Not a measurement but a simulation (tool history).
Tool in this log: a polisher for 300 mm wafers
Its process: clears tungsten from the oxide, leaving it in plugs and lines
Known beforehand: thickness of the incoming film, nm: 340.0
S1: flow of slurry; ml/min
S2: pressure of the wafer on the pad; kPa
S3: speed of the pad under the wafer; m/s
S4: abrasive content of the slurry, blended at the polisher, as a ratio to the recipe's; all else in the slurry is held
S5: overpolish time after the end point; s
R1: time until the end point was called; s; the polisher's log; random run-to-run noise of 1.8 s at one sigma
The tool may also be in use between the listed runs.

run,hour,S1,S2,S3,S4,S5,R1
1,0.0,205,31.7,0.84,1.0,7,80.476
2,3.3,190,31.7,0.84,1.0,7,80.327
3,5.1,190,31.7,0.84,0.8,7,83.516
4,5.8,190,30.3,0.84,0.8,7,87.883
5,9.4,190,29.6,0.84,0.8,7,90.504
6,14.2,190,29.6,0.94,0.8,7,83.189
7,21.7,190,28.3,0.94,0.8,7,85.707
8,27.0,190,26.9,0.94,0.8,7,88.510

Expected results for the next run?
9,29.7,190,20.0,0.92,0.8,7,?

Run 9 yielded R1 120.700 s.

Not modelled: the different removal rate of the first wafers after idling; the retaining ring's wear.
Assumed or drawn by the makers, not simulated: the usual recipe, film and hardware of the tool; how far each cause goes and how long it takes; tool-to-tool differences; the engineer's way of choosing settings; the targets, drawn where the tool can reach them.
